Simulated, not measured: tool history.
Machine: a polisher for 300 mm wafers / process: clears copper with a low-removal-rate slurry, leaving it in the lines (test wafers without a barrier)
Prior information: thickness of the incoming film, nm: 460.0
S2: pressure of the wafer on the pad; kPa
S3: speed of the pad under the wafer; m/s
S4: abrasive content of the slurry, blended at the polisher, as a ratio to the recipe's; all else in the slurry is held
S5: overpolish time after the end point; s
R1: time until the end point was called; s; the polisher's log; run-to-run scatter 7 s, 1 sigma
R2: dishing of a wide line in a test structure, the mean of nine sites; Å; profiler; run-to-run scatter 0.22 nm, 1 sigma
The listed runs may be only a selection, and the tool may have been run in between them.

Run 1, hour 0.0: flow of slurry (ml/min) 160, S2 14.5 kPa, S3 1.34 m/s, S4 1.0, S5 15 s. Result: R1 177.38 s, R2 224.45 Å.
Run 2, hour 7.5: flow of slurry (ml/min) 160, S2 14.5 kPa, S3 1.34 m/s, S4 1.0, S5 18 s. Result: R1 178.56 s, R2 266.79 Å.
Run 3, hour 12.0: flow of slurry (ml/min) 160, S2 14.5 kPa, S3 1.34 m/s, S4 1.0, S5 13 s. Result: R1 174.81 s, R2 205.78 Å.
Run 4, hour 19.8: flow of slurry (ml/min) 125, S2 14.5 kPa, S3 1.34 m/s, S4 1.0, S5 13 s. Result: R1 187.13 s, R2 195.15 Å.
Run 5, hour 27.4: flow of slurry (ml/min) 125, S2 12.4 kPa, S3 1.34 m/s, S4 1.0, S5 13 s. Result: R1 211.39 s, R2 175.80 Å.
Run 6, hour 31.7: flow of slurry (ml/min) 140, S2 12.4 kPa, S3 1.34 m/s, S4 1.0, S5 13 s. Result: R1 209.88 s, R2 177.75 Å.
Run 7, hour 36.2: flow of slurry (ml/min) 140, S2 11.7 kPa, S3 1.28 m/s, S4 1.0, S5 14 s. Result: R1 219.47 s, R2 174.99 Å.

For run 8, what comes out?
Run 8, hour 44.3: flow of slurry (ml/min) 135, S2 11.0 kPa, S3 1.20 m/s, S4 1.0, S5 15 s. Result: R1 ?, R2 ?.

{"run 8": {"R1": 256.01, "R2": 167.09}}
